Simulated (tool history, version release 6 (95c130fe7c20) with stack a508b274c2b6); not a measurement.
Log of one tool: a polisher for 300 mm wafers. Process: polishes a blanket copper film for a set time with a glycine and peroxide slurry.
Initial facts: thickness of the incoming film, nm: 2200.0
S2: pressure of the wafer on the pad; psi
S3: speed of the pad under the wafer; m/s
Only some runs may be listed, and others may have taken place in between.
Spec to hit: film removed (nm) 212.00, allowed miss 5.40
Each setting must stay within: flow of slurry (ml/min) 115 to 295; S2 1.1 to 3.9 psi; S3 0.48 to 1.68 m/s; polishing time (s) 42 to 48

run 1 hour=0.0 | flow_of_slurry_(ml/min)=190 S2=2.5 S3=1.08 polishing_time_(s)=48 | film_removed_(nm)=283.69
run 2 hour=8.4 | flow_of_slurry_(ml/min)=190 S2=2.5 S3=1.08 polishing_time_(s)=48 | film_removed_(nm)=290.03
run 3 hour=16.5 | flow_of_slurry_(ml/min)=185 S2=2.3 S3=1.08 polishing_time_(s)=48 | film_removed_(nm)=265.20
run 4 hour=20.8 | flow_of_slurry_(ml/min)=185 S2=2.3 S3=1.26 polishing_time_(s)=48 | film_removed_(nm)=300.60
run 5 hour=22.0 | flow_of_slurry_(ml/min)=180 S2=2.1 S3=1.26 polishing_time_(s)=48 | film_removed_(nm)=278.99
run 6 hour=26.5 | flow_of_slurry_(ml/min)=180 S2=2.1 S3=1.26 polishing_time_(s)=48 | film_removed_(nm)=282.52
run 7 hour=27.3 | flow_of_slurry_(ml/min)=160 S2=1.4 S3=1.24 polishing_time_(s)=48 | film_removed_(nm)=198.21
run 8 hour=34.4 | flow_of_slurry_(ml/min)=165 S2=1.4 S3=1.24 polishing_time_(s)=48 | film_removed_(nm)=199.44
run 9 hour=42.0 | flow_of_slurry_(ml/min)=170 S2=1.4 S3=1.24 polishing_time_(s)=48 | film_removed_(nm)=201.84
run 10 hour=50.0 | flow_of_slurry_(ml/min)=175 S2=1.4 S3=1.24 polishing_time_(s)=48 | film_removed_(nm)=203.06

4 candidate next runs follow, results not yet known. Just one meets every target within its allowed miss. Identify it.
run A hour=58.0 | flow_of_slurry_(ml/min)=205 S2=1.4 S3=1.30 polishing_time_(s)=48 | film_removed_(nm)=?
run B hour=58.0 | flow_of_slurry_(ml/min)=155 S2=1.4 S3=1.30 polishing_time_(s)=46 | film_removed_(nm)=?
run C hour=58.0 | flow_of_slurry_(ml/min)=230 S2=1.2 S3=1.40 polishing_time_(s)=47 | film_removed_(nm)=?
run D hour=58.0 | flow_of_slurry_(ml/min)=170 S2=1.2 S3=1.40 polishing_time_(s)=47 | film_removed_(nm)=?

move=A film_removed_(nm)=214.76
move=B film_removed_(nm)=196.64
move=C film_removed_(nm)=201.29
move=D film_removed_(nm)=192.65
A: all results land within tolerance of their targets
B: further off than the last run
C: further off than the last run
D: further off than the last run
A is the move that brings every result within its allowed miss.
